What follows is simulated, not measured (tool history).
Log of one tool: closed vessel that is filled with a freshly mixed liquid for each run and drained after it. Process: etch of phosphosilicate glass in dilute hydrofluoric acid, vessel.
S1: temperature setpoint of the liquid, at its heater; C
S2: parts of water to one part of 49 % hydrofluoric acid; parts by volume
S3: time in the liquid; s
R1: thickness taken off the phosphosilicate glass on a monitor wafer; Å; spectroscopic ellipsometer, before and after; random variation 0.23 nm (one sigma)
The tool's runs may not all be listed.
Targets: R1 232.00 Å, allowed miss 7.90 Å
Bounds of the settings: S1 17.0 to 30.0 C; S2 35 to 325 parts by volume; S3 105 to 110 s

run	day	S1	S2	S3	R1
1	0.000	22.0	180	105	304.94
2	0.312	21.5	180	105	301.31
3	0.633	21.5	180	110	310.88
4	0.767	21.0	180	110	312.15
5	0.892	21.0	150	110	391.30
# day 1.029: thermometer replaced
6	1.029	21.0	150	105	388.98
7	1.288	20.5	155	105	365.43
8	1.458	20.5	160	105	350.72
9	1.558	20.5	165	105	336.91
10	1.738	20.5	170	105	328.64
11	2.054	20.5	175	105	319.86
12	2.146	20.5	180	105	302.64
13	2.508	20.5	185	105	292.57
14	2.571	20.5	190	105	288.13
15	2.804	20.5	195	105	283.15
16	3.067	20.5	200	105	270.55
17	3.283	20.5	205	105	265.46
18	3.400	17.0	210	105	220.13

5 next moves are on the table. One of them brings every result within its allowed miss. Which?
A	3.517	17.5	235	110	?
B	3.517	17.0	225	105	?
C	3.517	18.5	230	105	?
D	3.517	20.0	245	105	?
E	3.517	19.5	220	105	?

move	R1
A	206.99
B	204.18
C	210.81
D	206.65
E	231.20
A: further off than the last run
B: further off than the last run
C: further off than the last run
D: further off than the last run
E: meets every target
Answer: E
